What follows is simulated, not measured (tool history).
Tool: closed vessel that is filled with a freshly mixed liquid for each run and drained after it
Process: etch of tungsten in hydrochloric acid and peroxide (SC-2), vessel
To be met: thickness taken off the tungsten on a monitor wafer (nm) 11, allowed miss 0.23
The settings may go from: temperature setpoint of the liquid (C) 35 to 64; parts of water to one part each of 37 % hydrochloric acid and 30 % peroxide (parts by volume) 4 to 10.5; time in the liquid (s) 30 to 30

run,hour,temperature setpoint of the liquid (C),parts of water to one part each of 37 % hydrochloric acid and 30 % peroxide (parts by volume),time in the liquid (s),thickness taken off the tungsten on a monitor wafer (nm)
1,0,48,5.5,30,14.74
2,1.5,47,5.5,30,13.773
3,7.9,46,5.5,30,12.885
4,9.7,49,5.5,30,15.78
5,13.7,47.5,5.5,30,14.18
6,21.3,52,5.5,30,18.954
7,30,50,5.5,30,17.001
8,34.4,48.5,5.5,30,15.316
9,38.7,47,5.5,30,13.793
10,47.4,46,5.5,30,12.93
11,50,46,5.5,30,12.898
12,53.1,45.5,5.5,30,12.596
13,59.1,45,5.5,30,11.931
14,61.9,44.5,5.5,30,11.567

5 next moves are on the table. One of them brings every result within its allowed miss. Which?
A,64.7,44.5,6.5,30,?
B,64.7,42,5,30,?
C,64.7,45.5,6.5,30,?
D,64.7,44,6,30,?
E,64.7,43,5.5,30,?

move,thickness taken off the tungsten on a monitor wafer (nm)
A,10.187
B,10.395
C,10.912
D,10.456
E,10.405
A: takes the result that was furthest off past its target
B: takes the result that was furthest off past its target
C: meets every target
D: takes the result that was furthest off past its target
E: takes the result that was furthest off past its target
Move C is the one to make.
